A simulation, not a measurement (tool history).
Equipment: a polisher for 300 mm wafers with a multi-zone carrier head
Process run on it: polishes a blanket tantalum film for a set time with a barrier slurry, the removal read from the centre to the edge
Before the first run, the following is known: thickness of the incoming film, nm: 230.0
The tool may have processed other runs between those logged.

| run | hour | flow of slurry (ml/min) | pressure of the head's centre zone | pressure of the head's middle zone | pressure of the head's edge zone | abrasive content of the slurry | polishing time (s) | film removed at the wafer's centre (nm) | film removed at mid-radius (nm) | film removed at the wafer's edge (nm) |
|---|---|---|---|---|---|---|---|---|---|---|
| 1 | 0 | 210 | 1 | 1 | 1 | 1 | 35 | 35.013 | 34.166 | 35.708 |
| 2 | 2.4 | 210 | 1 | 1 | 1 | 1.1 | 35 | 35.466 | 35.477 | 36.457 |
| 3 | 9.6 | 210 | 1 | 0.92 | 1 | 1.1 | 35 | 36.179 | 32.223 | 35.729 |
| 4 | 16 | 200 | 0.96 | 0.93 | 0.98 | 1.1 | 35 | 34.884 | 33.336 | 36.286 |
| 5 | 23.5 | 200 | 0.96 | 0.98 | 0.98 | 1.1 | 35 | 35.578 | 34.358 | 35.859 |
| 6 | 26.5 | 200 | 0.96 | 0.94 | 0.98 | 1.1 | 35 | 35.035 | 32.916 | 35.836 |
| 7 | 31.4 | 200 | 0.93 | 0.97 | 0.98 | 1 | 35 | 32.225 | 32.804 | 33.868 |
| 8 | 35.9 | 195 | 0.91 | 0.97 | 0.99 | 1 | 35 | 31.889 | 32.872 | 34.516 |
| 9 | 42.5 | 195 | 0.89 | 0.97 | 0.99 | 1 | 35 | 31.971 | 32.798 | 34.5 |
| 10 | 48.7 | 190 | 0.87 | 0.98 | 1 | 0.95 | 35 | 29.838 | 32.135 | 34.132 |

The next listed run, before its measurement:
| 11 | 57.1 | 190 | 0.86 | 0.99 | 0.99 | 0.95 | 35 | ? | ? | ? |

{"run 11": {"film removed at the wafer's centre (nm)": 30.166, "film removed at mid-radius (nm)": 32.538, "film removed at the wafer's edge (nm)": 33.973}}

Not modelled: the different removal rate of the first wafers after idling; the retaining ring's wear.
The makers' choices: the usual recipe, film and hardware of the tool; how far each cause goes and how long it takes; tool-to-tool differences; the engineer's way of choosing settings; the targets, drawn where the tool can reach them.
